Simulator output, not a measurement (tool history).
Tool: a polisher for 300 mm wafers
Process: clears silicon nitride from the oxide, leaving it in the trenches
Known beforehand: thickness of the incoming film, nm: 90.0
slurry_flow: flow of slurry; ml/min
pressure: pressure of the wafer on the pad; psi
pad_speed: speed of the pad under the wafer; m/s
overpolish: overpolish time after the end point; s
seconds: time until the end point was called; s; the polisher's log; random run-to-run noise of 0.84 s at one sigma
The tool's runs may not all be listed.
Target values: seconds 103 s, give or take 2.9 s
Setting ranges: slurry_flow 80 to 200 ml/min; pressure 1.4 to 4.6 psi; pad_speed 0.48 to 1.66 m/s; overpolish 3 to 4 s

run,hour,slurry_flow,pressure,pad_speed,overpolish,seconds
1,0,130,3,1.06,4,85.573
2,5,125,2.9,1.06,4,88.415
3,10.6,125,2.9,1.06,4,89.095
4,11.4,125,2.9,1.06,4,87.189
5,16.2,125,2.8,1.06,4,91.026
6,20.2,120,2.7,1.06,4,96.468
7,23,115,2.7,1.06,4,95.747
8,31.5,110,2.6,1.06,4,98.433

Exactly one of the 4 candidate moves below puts every result within its allowed miss. Which one?
A,40,125,2.2,1.16,3,?
B,40,115,2.5,0.96,3,?
C,40,95,3.2,0.8,3,?
D,40,105,2.6,1.08,4,?

move,seconds
A,103.13
B,112.38
C,110.98
D,98.231
A: hits every target within its allowed miss
B: takes the biggest miss from the last run beyond its target
C: takes the biggest miss from the last run beyond its target
D: just as far off the targets as the last run
Correct choice: A, which meets every target
